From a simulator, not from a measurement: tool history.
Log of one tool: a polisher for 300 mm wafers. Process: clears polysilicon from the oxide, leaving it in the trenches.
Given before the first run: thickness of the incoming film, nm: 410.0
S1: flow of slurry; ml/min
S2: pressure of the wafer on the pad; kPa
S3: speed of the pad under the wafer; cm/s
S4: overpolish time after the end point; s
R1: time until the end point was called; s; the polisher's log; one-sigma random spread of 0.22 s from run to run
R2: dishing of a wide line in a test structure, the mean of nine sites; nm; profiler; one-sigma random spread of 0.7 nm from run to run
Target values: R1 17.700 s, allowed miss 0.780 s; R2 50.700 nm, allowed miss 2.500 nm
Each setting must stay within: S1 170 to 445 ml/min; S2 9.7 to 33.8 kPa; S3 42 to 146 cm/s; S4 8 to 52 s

run,day,S1,S2,S3,S4,R1,R2
1,0.000,285,21.4,94,26,29.654,51.463
2,0.283,285,21.4,94,18,30.027,49.721
3,0.304,285,24.8,94,19,25.665,51.580
4,0.633,285,26.2,98,16,23.500,51.196
5,0.821,285,26.2,98,8,23.482,47.981
6,0.854,285,28.3,98,9,21.524,48.215
7,1.217,285,29.6,98,11,21.216,48.779
8,1.421,285,31.0,100,13,19.656,50.246
9,1.650,285,31.7,100,13,18.760,50.288
10,1.767,285,32.4,100,13,18.937,51.816

Below are 4 possible settings for the next run. Only one of them brings all results inside the allowed miss of their targets. Which is it?
A,1.883,295,29.0,106,9,?,?
B,1.883,195,31.7,90,8,?,?
C,1.883,255,31.7,108,17,?,?
D,1.883,325,33.1,90,12,?,?

move,R1,R2
A,20.286,49.418
B,22.175,48.164
C,18.383,50.658
D,20.661,50.278
A: further off than the last run
B: further off than the last run
C: all results land within tolerance of their targets
D: further off than the last run
The right move is C.
